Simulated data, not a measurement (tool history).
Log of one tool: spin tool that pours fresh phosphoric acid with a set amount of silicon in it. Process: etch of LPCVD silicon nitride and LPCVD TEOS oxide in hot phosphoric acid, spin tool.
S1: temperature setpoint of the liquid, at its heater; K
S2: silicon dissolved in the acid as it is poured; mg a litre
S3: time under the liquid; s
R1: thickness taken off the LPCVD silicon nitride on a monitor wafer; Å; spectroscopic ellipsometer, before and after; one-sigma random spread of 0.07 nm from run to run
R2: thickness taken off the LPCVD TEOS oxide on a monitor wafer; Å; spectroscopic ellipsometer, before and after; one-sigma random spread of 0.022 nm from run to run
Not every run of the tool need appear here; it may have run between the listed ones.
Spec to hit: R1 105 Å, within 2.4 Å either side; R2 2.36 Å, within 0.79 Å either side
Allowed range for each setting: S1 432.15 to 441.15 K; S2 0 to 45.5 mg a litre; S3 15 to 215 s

run 1 hour=0 | S1=437.15 S2=20 S3=110 | R1=89.978 R2=2.3413
run 2 hour=9 | S1=436.15 S2=20 S3=110 | R1=86.208 R2=2.0544
run 3 hour=11.3 | S1=436.15 S2=20 S3=65 | R1=50.814 R2=1.0958
run 4 hour=18.1 | S1=436.15 S2=15.5 S3=65 | R1=51.696 R2=1.417
run 5 hour=20.8 | S1=436.15 S2=15.5 S3=90 | R1=70.161 R2=1.738
run 6 hour=23.3 | S1=436.15 S2=7.5 S3=90 | R1=70.964 R2=1.9302
run 7 hour=24.5 | S1=436.15 S2=9 S3=95 | R1=74.851 R2=2.1763
run 8 hour=29 | S1=436.65 S2=11 S3=100 | R1=80.696 R2=1.9694
run 9 hour=36.1 | S1=437.15 S2=10 S3=100 | R1=82.465 R2=2.4222
run 10 hour=44.6 | S1=437.15 S2=12 S3=100 | R1=80.126 R2=2.153
run 11 hour=47.3 | S1=437.15 S2=12 S3=100 | R1=80.116 R2=2.3609
run 12 hour=49.5 | S1=437.15 S2=12.5 S3=105 | R1=85.684 R2=2.4061
run 13 hour=55.3 | S1=437.15 S2=14 S3=105 | R1=85.873 R2=2.6351
run 14 hour=57.4 | S1=437.15 S2=14 S3=110 | R1=89.898 R2=2.3499
run 15 hour=64.3 | S1=439.65 S2=24 S3=115 | R1=102.55 R2=2.3194

Which single option among these 5 for the next run brings every result within its allowed miss of target? Just one does.
run A hour=71.2 | S1=440.65 S2=24.5 S3=110 | R1=? R2=?
run B hour=71.2 | S1=441.15 S2=22.5 S3=105 | R1=? R2=?
run C hour=71.2 | S1=440.15 S2=1.5 S3=110 | R1=? R2=?
run D hour=71.2 | S1=439.15 S2=23.5 S3=115 | R1=? R2=?
run E hour=71.2 | S1=438.15 S2=25 S3=125 | R1=? R2=?

move=A R1=100.69 R2=2.8319
move=B R1=97.682 R2=2.9853
move=C R1=99.066 R2=4.7926
move=D R1=100.25 R2=2.7454
move=E R1=105.45 R2=2.6439
A: its largest miss is bigger than the last run's
B: its largest miss is bigger than the last run's
C: its largest miss is bigger than the last run's
D: its largest miss is bigger than the last run's
E: meets every target
Move E is the one to make.
